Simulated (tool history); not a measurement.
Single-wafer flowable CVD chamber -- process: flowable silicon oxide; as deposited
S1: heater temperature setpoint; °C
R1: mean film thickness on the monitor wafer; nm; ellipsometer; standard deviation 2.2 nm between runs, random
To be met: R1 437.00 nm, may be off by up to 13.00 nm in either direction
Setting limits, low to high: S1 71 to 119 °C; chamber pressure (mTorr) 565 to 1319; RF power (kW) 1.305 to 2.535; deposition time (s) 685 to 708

run 1 hour=0.0 | S1=95 chamber_pressure_(mTorr)=942 RF_power_(kW)=1.920 deposition_time_(s)=685 | R1=593.80
run 2 hour=0.6 | S1=96 chamber_pressure_(mTorr)=942 RF_power_(kW)=1.920 deposition_time_(s)=685 | R1=574.95
run 3 hour=1.7 | S1=97 chamber_pressure_(mTorr)=942 RF_power_(kW)=1.920 deposition_time_(s)=685 | R1=557.21
run 4 hour=7.5 | S1=98 chamber_pressure_(mTorr)=942 RF_power_(kW)=1.920 deposition_time_(s)=685 | R1=534.92
run 5 hour=13.2 | S1=98 chamber_pressure_(mTorr)=942 RF_power_(kW)=1.770 deposition_time_(s)=685 | R1=526.72
run 6 hour=21.6 | S1=98 chamber_pressure_(mTorr)=942 RF_power_(kW)=1.595 deposition_time_(s)=685 | R1=504.54
run 7 hour=27.2 | S1=99 chamber_pressure_(mTorr)=942 RF_power_(kW)=1.595 deposition_time_(s)=685 | R1=493.11
run 8 hour=32.6 | S1=101 chamber_pressure_(mTorr)=941 RF_power_(kW)=1.595 deposition_time_(s)=685 | R1=465.93

Consider the 4 candidate settings below. Which is the only one whose results all fall within their allowed miss of target?
run A hour=38.0 | S1=97 chamber_pressure_(mTorr)=770 RF_power_(kW)=1.550 deposition_time_(s)=697 | R1=?
run B hour=38.0 | S1=95 chamber_pressure_(mTorr)=872 RF_power_(kW)=1.540 deposition_time_(s)=696 | R1=?
run C hour=38.0 | S1=100 chamber_pressure_(mTorr)=959 RF_power_(kW)=1.495 deposition_time_(s)=708 | R1=?
run D hour=38.0 | S1=98 chamber_pressure_(mTorr)=1003 RF_power_(kW)=1.330 deposition_time_(s)=708 | R1=?

move=A R1=433.99
move=B R1=521.15
move=C R1=488.57
move=D R1=516.38
A: all results in spec
B: misses by more than the last run did
C: misses by more than the last run did
D: misses by more than the last run did
A is the move that brings every result within its allowed miss.
